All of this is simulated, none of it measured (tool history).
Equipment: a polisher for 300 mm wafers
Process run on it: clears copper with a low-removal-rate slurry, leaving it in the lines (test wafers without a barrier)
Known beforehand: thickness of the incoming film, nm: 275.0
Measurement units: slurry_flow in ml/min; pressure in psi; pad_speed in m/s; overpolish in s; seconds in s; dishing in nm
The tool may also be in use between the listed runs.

run	day	slurry_flow	pressure	pad_speed	slurry_solids	overpolish	seconds	dishing
1	0	285	2.7	0.9	1	26	121.47	33.482
2	0.333	345	2.7	0.9	1	26	112.16	33.601
3	0.712	345	2.7	0.9	1	15	118.97	21.512
4	1.012	320	2.7	0.9	1	16	122.06	22.817
5	1.1	385	2.7	0.9	1	16	121.07	22.9
6	1.396	385	3.2	0.9	1	16	98.722	26.285
7	1.533	385	3	0.9	1	18	106.26	27.685

Run 8 comes next. What will it give?
8	1.738	385	3	0.9	1	18	?	?

{"run 8": {"seconds": 101.45, "dishing": 27.84}}
